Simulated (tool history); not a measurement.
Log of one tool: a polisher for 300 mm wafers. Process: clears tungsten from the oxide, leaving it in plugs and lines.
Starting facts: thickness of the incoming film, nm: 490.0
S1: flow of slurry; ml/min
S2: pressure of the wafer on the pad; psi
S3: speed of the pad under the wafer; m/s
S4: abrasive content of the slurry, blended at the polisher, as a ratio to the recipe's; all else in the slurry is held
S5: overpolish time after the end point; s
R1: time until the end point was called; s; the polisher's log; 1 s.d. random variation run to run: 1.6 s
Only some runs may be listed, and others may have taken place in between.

{"run": 1, "day": 0.0, "S1": 155, "S2": 3.5, "S3": 1.3, "S4": 1, "S5": 33, "R1": 105.57}
{"run": 2, "day": 0.138, "S1": 155, "S2": 4, "S3": 1.3, "S4": 1, "S5": 33, "R1": 92.428}
{"run": 3, "day": 0.375, "S1": 185, "S2": 4, "S3": 1.3, "S4": 1, "S5": 33, "R1": 89.123}
{"run": 4, "day": 0.621, "S1": 180, "S2": 3.6, "S3": 1.3, "S4": 1, "S5": 33, "R1": 98.907}
{"run": 5, "day": 0.729, "S1": 180, "S2": 3.6, "S3": 1.3, "S4": 0.8, "S5": 33, "R1": 103.46}
{"run": 6, "day": 0.85, "S1": 175, "S2": 3.4, "S3": 1.3, "S4": 0.8, "S5": 33, "R1": 109.85}

Forecast run 7:
{"run": 7, "day": 1.1, "S1": 170, "S2": 3.2, "S3": 1.3, "S4": 0.8, "S5": 33, "R1": "?"}

For run 7 the tool returned R1 116.8 s.
